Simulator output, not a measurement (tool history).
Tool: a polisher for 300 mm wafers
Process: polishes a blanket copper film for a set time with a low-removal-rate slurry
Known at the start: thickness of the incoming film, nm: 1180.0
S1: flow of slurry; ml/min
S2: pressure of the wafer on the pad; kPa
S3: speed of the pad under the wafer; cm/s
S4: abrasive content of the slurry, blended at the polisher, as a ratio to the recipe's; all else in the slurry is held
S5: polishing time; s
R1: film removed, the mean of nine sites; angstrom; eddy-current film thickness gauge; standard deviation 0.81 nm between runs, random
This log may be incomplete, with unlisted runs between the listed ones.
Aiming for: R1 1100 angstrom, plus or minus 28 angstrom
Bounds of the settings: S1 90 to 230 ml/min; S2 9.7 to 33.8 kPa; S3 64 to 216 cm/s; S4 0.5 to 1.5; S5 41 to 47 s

| run | hour | S1 | S2 | S3 | S4 | S5 | R1 |
|---|---|---|---|---|---|---|---|
| 1 | 0 | 150 | 21.4 | 140 | 1 | 47 | 1874.6 |
| 2 | 6.5 | 150 | 21.4 | 140 | 1 | 41 | 1620 |
| 3 | 14.3 | 165 | 21.4 | 140 | 1 | 41 | 1642.9 |
| 4 | 18.7 | 165 | 20.7 | 140 | 1 | 41 | 1594.3 |
| 5 | 23.2 | 185 | 20.7 | 140 | 1 | 41 | 1598.7 |
| 6 | 30 | 185 | 24.1 | 140 | 1 | 41 | 1886.1 |
| 7 | 33.8 | 185 | 22.8 | 140 | 1 | 41 | 1783.2 |
| 8 | 41.8 | 185 | 21.4 | 140 | 1 | 41 | 1702.4 |
| 9 | 43.1 | 180 | 20 | 140 | 1 | 41 | 1564.3 |
| 10 | 46.1 | 180 | 19.3 | 140 | 1 | 41 | 1536 |
| 11 | 47.3 | 180 | 18.6 | 140 | 1 | 41 | 1474.9 |
| 12 | 55.2 | 140 | 12.4 | 140 | 1 | 41 | 958.28 |
| 13 | 58.2 | 145 | 12.4 | 140 | 1 | 41 | 957.47 |
| 14 | 61.8 | 150 | 12.4 | 140 | 1 | 41 | 952.74 |

Exercise: of the 5 proposed moves below, exactly one satisfies all targets within the stated allowed misses. Which move is it?
| A | 65.4 | 135 | 17.2 | 106 | 0.9 | 47 | ? |
| B | 65.4 | 185 | 14.5 | 116 | 0.6 | 43 | ? |
| C | 65.4 | 150 | 11.7 | 152 | 1.15 | 46 | ? |
| D | 65.4 | 145 | 11 | 122 | 1.1 | 43 | ? |
| E | 65.4 | 160 | 13.1 | 142 | 0.9 | 47 | ? |

| move | R1 |
|---|---|
| A | 1101.2 |
| B | 846.44 |
| C | 1161.4 |
| D | 812.72 |
| E | 1155.8 |
A: all results land within tolerance of their targets
B: lands further from the targets than the last run did
C: moves the result that the last run missed by most past its target, out the other side
D: lands further from the targets than the last run did
E: moves the result that the last run missed by most past its target, out the other side
Correct choice: A, which meets every target

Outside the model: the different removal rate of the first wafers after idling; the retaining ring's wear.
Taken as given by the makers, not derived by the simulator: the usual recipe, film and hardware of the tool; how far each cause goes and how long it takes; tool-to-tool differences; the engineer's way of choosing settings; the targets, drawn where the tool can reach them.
